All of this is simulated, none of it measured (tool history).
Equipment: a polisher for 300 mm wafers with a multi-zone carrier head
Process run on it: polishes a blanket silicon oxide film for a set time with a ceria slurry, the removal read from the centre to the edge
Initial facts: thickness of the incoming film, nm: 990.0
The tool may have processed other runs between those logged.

run  hour  flow of slurry (ml/min)  pressure of the head's centre zone  pressure of the head's middle zone  pressure of the head's edge zone  polishing time (s)  film removed at the wafer's centre (angstrom)  film removed at mid-radius (angstrom)  film removed at the wafer's edge (angstrom)
  1   0.0                      270                                1.00                                1.00                              1.00                  58                                         4089.7                                 3913.7                                       3878.8
  2   6.2                      270                                1.00                                0.92                              1.00                  58                                         4114.8                                 3706.1                                       3887.7
  3   8.1                      270                                1.00                                0.85                              1.00                  58                                         4072.3                                 3383.0                                       3895.0
  4   9.0                      280                                1.01                                0.87                              1.05                  60                                         4301.6                                 3579.9                                       4142.4
  5  15.3                      280                                1.01                                0.83                              1.05                  60                                         4282.5                                 3413.8                                       4156.4
  6  22.6                      305                                1.01                                0.83                              1.05                  60                                         4360.0                                 3485.3                                       4211.9

Run 7 is up next; what results do you expect?
  7  28.1                      325                                1.01                                0.86                              1.08                  61                                              ?                                      ?                                            ?

Logged for run 7: film removed at the wafer's centre (angstrom) 4466.4, film removed at mid-radius (angstrom) 3657.6, film removed at the wafer's edge (angstrom) 4319.7.
